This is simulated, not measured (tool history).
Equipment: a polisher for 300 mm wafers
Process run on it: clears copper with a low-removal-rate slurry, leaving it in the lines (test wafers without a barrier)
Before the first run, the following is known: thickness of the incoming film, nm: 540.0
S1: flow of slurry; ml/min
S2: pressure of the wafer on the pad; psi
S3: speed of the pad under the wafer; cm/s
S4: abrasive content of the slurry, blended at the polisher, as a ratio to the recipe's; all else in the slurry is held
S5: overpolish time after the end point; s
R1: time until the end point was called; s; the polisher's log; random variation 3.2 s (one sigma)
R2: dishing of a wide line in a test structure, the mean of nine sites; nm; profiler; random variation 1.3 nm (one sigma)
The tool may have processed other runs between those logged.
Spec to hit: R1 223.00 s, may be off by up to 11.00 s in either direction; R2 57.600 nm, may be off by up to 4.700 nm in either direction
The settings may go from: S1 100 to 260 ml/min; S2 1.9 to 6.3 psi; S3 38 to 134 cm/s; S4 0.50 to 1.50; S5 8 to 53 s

run 1 hour=0.0 | S1=165 S2=4.1 S3=86 S4=1.00 S5=27 | R1=157.75 R2=63.274
run 2 hour=1.3 | S1=165 S2=4.1 S3=106 S4=1.00 S5=27 | R1=131.59 R2=71.114
run 3 hour=8.5 | S1=165 S2=3.6 S3=104 S4=1.00 S5=29 | R1=149.83 R2=68.450
run 4 hour=10.1 | S1=165 S2=3.2 S3=104 S4=1.00 S5=30 | R1=171.79 R2=60.404
run 5 hour=14.6 | S1=165 S2=3.0 S3=104 S4=1.00 S5=32 | R1=181.80 R2=62.608
run 6 hour=18.8 | S1=165 S2=3.0 S3=104 S4=0.85 S5=32 | R1=190.48 R2=60.533
run 7 hour=25.0 | S1=165 S2=2.9 S3=104 S4=0.85 S5=33 | R1=192.27 R2=61.719
run 8 hour=32.8 | S1=165 S2=2.8 S3=104 S4=0.85 S5=33 | R1=202.37 R2=60.664
run 9 hour=40.5 | S1=165 S2=2.7 S3=104 S4=0.85 S5=33 | R1=209.06 R2=55.484
run 10 hour=45.2 | S1=165 S2=2.7 S3=104 S4=0.85 S5=34 | R1=208.24 R2=60.659

Which of these 5 next moves meets every target?
run A hour=49.9 | S1=200 S2=2.9 S3=80 S4=1.10 S5=46 | R1=? R2=?
run B hour=49.9 | S1=135 S2=3.1 S3=90 S4=1.15 S5=34 | R1=? R2=?
run C hour=49.9 | S1=185 S2=2.9 S3=102 S4=0.75 S5=36 | R1=? R2=?
run D hour=49.9 | S1=110 S2=3.1 S3=96 S4=0.75 S5=33 | R1=? R2=?
run E hour=49.9 | S1=180 S2=3.4 S3=90 S4=0.65 S5=29 | R1=? R2=?

move=A R1=227.54 R2=68.840
move=B R1=202.78 R2=60.543
move=C R1=201.08 R2=63.097
move=D R1=220.06 R2=55.583
move=E R1=200.34 R2=54.517
A: brings the result that was furthest off to its target, and leaves another outside
B: lands further from the targets than the last run did
C: lands further from the targets than the last run did
D: each result inside its tolerance
E: lands further from the targets than the last run did
The right move is D.

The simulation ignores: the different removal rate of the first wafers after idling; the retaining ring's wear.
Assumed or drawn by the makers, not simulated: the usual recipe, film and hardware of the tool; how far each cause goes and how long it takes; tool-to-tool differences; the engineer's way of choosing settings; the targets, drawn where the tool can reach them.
